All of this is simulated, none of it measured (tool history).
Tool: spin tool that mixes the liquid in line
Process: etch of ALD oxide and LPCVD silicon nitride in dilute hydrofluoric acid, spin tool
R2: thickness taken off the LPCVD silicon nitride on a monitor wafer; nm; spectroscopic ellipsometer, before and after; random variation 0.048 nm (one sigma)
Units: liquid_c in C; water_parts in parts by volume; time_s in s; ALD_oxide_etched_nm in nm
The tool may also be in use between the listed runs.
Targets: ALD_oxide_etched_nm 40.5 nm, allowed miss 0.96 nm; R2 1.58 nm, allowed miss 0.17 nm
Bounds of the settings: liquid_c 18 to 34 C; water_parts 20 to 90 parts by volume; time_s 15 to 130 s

run 1 day=0 | liquid_c=26 water_parts=50 time_s=65 | ALD_oxide_etched_nm=16.768 R2=0.62352
run 2 day=0.062 | liquid_c=26 water_parts=50 time_s=50 | ALD_oxide_etched_nm=12.747 R2=0.49745
run 3 day=0.367 | liquid_c=27.5 water_parts=40 time_s=55 | ALD_oxide_etched_nm=18.838 R2=0.74057
run 4 day=0.508 | liquid_c=27.5 water_parts=50 time_s=55 | ALD_oxide_etched_nm=15.095 R2=0.57534
run 5 day=0.762 | liquid_c=27.5 water_parts=50 time_s=65 | ALD_oxide_etched_nm=17.505 R2=0.68661
run 6 day=1.129 | liquid_c=28.5 water_parts=40 time_s=65 | ALD_oxide_etched_nm=23.227 R2=0.89963
run 7 day=1.429 | liquid_c=30 water_parts=35 time_s=65 | ALD_oxide_etched_nm=28.172 R2=1.1495
run 8 day=1.571 | liquid_c=30.5 water_parts=30 time_s=65 | ALD_oxide_etched_nm=34.2 R2=1.3293
run 9 day=1.904 | liquid_c=31.5 water_parts=30 time_s=65 | ALD_oxide_etched_nm=35.51 R2=1.5431
run 10 day=2.183 | liquid_c=31 water_parts=25 time_s=65 | ALD_oxide_etched_nm=42.242 R2=1.7447

5 next moves are on the table. One of them brings every result within its allowed miss. Which?
run A day=2.462 | liquid_c=29.5 water_parts=30 time_s=80 | ALD_oxide_etched_nm=? R2=?
run B day=2.462 | liquid_c=19 water_parts=25 time_s=115 | ALD_oxide_etched_nm=? R2=?
run C day=2.462 | liquid_c=34 water_parts=25 time_s=60 | ALD_oxide_etched_nm=? R2=?
run D day=2.462 | liquid_c=26 water_parts=25 time_s=85 | ALD_oxide_etched_nm=? R2=?
run E day=2.462 | liquid_c=30.5 water_parts=25 time_s=60 | ALD_oxide_etched_nm=? R2=?

move=A ALD_oxide_etched_nm=40.68 R2=1.5829
move=B ALD_oxide_etched_nm=45.521 R2=1.3267
move=C ALD_oxide_etched_nm=44.125 R2=1.8956
move=D ALD_oxide_etched_nm=45.302 R2=1.5901
move=E ALD_oxide_etched_nm=38.415 R2=1.5126
A: meets every target
B: further off than the last run
C: further off than the last run
D: further off than the last run
E: takes the result that was furthest off past its target
Answer: A
